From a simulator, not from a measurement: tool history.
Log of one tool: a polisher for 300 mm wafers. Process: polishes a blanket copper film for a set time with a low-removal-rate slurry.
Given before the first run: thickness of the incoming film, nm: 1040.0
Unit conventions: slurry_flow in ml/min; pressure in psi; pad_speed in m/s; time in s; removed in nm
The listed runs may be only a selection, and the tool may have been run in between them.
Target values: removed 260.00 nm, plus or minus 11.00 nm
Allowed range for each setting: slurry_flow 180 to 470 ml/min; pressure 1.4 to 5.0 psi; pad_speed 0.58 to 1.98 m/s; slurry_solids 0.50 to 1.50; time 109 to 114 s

run 1 day=0.000 | slurry_flow=300 pressure=3.2 pad_speed=1.28 slurry_solids=1.00 time=109 | removed=351.80
run 2 day=0.283 | slurry_flow=300 pressure=2.9 pad_speed=1.28 slurry_solids=1.00 time=109 | removed=325.60
run 3 day=0.588 | slurry_flow=300 pressure=2.9 pad_speed=1.40 slurry_solids=1.00 time=109 | removed=339.96
run 4 day=0.662 | slurry_flow=300 pressure=2.7 pad_speed=1.40 slurry_solids=1.00 time=109 | removed=325.65
run 5 day=0.817 | slurry_flow=300 pressure=2.7 pad_speed=1.40 slurry_solids=0.80 time=109 | removed=315.44
run 6 day=0.938 | slurry_flow=300 pressure=2.7 pad_speed=1.40 slurry_solids=0.80 time=109 | removed=308.83
run 7 day=1.150 | slurry_flow=300 pressure=2.5 pad_speed=1.40 slurry_solids=0.80 time=109 | removed=293.82
run 8 day=1.488 | slurry_flow=300 pressure=2.4 pad_speed=1.40 slurry_solids=0.80 time=109 | removed=275.77

Below are 5 possible settings for the next run. Only one of them brings all results inside the allowed miss of their targets. Which is it?
run A day=1.825 | slurry_flow=275 pressure=2.4 pad_speed=1.30 slurry_solids=0.75 time=109 | removed=?
run B day=1.825 | slurry_flow=240 pressure=2.0 pad_speed=1.78 slurry_solids=0.95 time=114 | removed=?
run C day=1.825 | slurry_flow=245 pressure=2.5 pad_speed=1.52 slurry_solids=0.80 time=109 | removed=?
run D day=1.825 | slurry_flow=325 pressure=1.9 pad_speed=1.66 slurry_solids=1.05 time=114 | removed=?
run E day=1.825 | slurry_flow=390 pressure=2.9 pad_speed=1.14 slurry_solids=0.75 time=111 | removed=?

move=A removed=255.25
move=B removed=310.38
move=C removed=307.27
move=D removed=290.86
move=E removed=284.33
A: every result lands within tolerance
B: the biggest miss grows against the last run
C: the biggest miss grows against the last run
D: the biggest miss grows against the last run
E: the biggest miss grows against the last run
A meets every target.
